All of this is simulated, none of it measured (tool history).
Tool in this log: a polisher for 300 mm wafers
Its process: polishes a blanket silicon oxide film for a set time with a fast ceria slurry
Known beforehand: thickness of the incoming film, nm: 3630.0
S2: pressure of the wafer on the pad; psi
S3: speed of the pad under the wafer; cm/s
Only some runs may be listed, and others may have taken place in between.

{"run": 1, "hour": 0.0, "flow of slurry (ml/min)": 135, "S2": 2.6, "S3": 82, "polishing time (s)": 50, "film removed (angstrom)": 5611.3}
{"run": 2, "hour": 8.8, "flow of slurry (ml/min)": 135, "S2": 2.6, "S3": 82, "polishing time (s)": 45, "film removed (angstrom)": 5014.2}
{"run": 3, "hour": 11.1, "flow of slurry (ml/min)": 135, "S2": 2.6, "S3": 66, "polishing time (s)": 45, "film removed (angstrom)": 4225.7}
{"run": 4, "hour": 16.4, "flow of slurry (ml/min)": 135, "S2": 2.3, "S3": 66, "polishing time (s)": 45, "film removed (angstrom)": 3771.3}
{"run": 5, "hour": 23.8, "flow of slurry (ml/min)": 155, "S2": 2.3, "S3": 66, "polishing time (s)": 45, "film removed (angstrom)": 3852.3}
{"run": 6, "hour": 30.8, "flow of slurry (ml/min)": 155, "S2": 2.4, "S3": 66, "polishing time (s)": 45, "film removed (angstrom)": 4063.2}

The next listed run, before its measurement:
{"run": 7, "hour": 39.5, "flow of slurry (ml/min)": 160, "S2": 2.4, "S3": 66, "polishing time (s)": 45, "film removed (angstrom)": "?"}

film removed (angstrom): 4102.2
